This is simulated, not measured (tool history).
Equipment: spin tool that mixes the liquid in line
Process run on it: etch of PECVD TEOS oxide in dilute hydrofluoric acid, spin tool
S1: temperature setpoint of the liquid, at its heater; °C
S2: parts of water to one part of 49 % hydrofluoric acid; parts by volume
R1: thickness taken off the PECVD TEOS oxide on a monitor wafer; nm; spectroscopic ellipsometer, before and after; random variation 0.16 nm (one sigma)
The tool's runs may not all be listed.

{"run": 1, "day": 0.0, "S1": 22.0, "S2": 150, "time under the liquid (s)": 260, "R1": 26.224}
{"run": 2, "day": 0.15, "S1": 24.0, "S2": 140, "time under the liquid (s)": 260, "R1": 30.748}
{"run": 3, "day": 0.246, "S1": 24.0, "S2": 140, "time under the liquid (s)": 280, "R1": 33.28}
{"run": 4, "day": 0.292, "S1": 24.0, "S2": 110, "time under the liquid (s)": 280, "R1": 43.859}
{"run": 5, "day": 0.579, "S1": 25.0, "S2": 110, "time under the liquid (s)": 280, "R1": 45.647}
{"run": 6, "day": 0.833, "S1": 25.5, "S2": 110, "time under the liquid (s)": 280, "R1": 46.656}

For run 7, what comes out?
{"run": 7, "day": 0.929, "S1": 26.0, "S2": 110, "time under the liquid (s)": 280, "R1": "?"}

{"run 7": {"R1": 47.154}}
